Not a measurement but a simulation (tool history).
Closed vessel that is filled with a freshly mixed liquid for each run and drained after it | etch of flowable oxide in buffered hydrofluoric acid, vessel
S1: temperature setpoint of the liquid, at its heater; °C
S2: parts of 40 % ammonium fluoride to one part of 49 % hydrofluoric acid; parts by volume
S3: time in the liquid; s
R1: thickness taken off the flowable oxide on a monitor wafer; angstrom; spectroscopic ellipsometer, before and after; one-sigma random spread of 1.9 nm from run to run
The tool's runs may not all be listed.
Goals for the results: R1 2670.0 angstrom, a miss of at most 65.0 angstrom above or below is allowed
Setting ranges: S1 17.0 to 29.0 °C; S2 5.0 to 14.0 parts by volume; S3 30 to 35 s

| run | hour | S1 | S2 | S3 | R1 |
|---|---|---|---|---|---|
| 1 | 0.0 | 21.0 | 8.5 | 35 | 1821.3 |
| 2 | 8.8 | 21.0 | 8.5 | 35 | 1787.3 |
| 3 | 12.9 | 18.0 | 8.5 | 35 | 1537.0 |
| 4 | 20.4 | 19.5 | 8.5 | 35 | 1660.4 |
| 5 | 24.1 | 21.0 | 8.5 | 35 | 1819.0 |
| 6 | 29.3 | 22.0 | 8.5 | 35 | 1918.4 |
| 7 | 37.3 | 23.0 | 8.5 | 35 | 2026.6 |
| 8 | 40.5 | 23.5 | 8.5 | 35 | 2057.0 |
| 9 | 43.1 | 27.5 | 8.5 | 35 | 2527.4 |

Below are 5 possible settings for the next run. Only one of them brings all results inside the allowed miss of their targets. Which is it?
| A | 45.7 | 27.0 | 8.5 | 35 | ? |
| B | 45.7 | 25.5 | 7.5 | 35 | ? |
| C | 45.7 | 28.5 | 8.0 | 30 | ? |
| D | 45.7 | 27.0 | 6.5 | 30 | ? |
| E | 45.7 | 26.0 | 8.0 | 35 | ? |

| move | R1 |
|---|---|
| A | 2504.8 |
| B | 2646.3 |
| C | 2483.0 |
| D | 2824.0 |
| E | 2535.3 |
A: the biggest miss grows against the last run
B: hits every target within its allowed miss
C: the biggest miss grows against the last run
D: moves the result that the last run missed by most past its target, out the other side
E: closer than the last run, but not yet in spec
The move that meets every target is B.
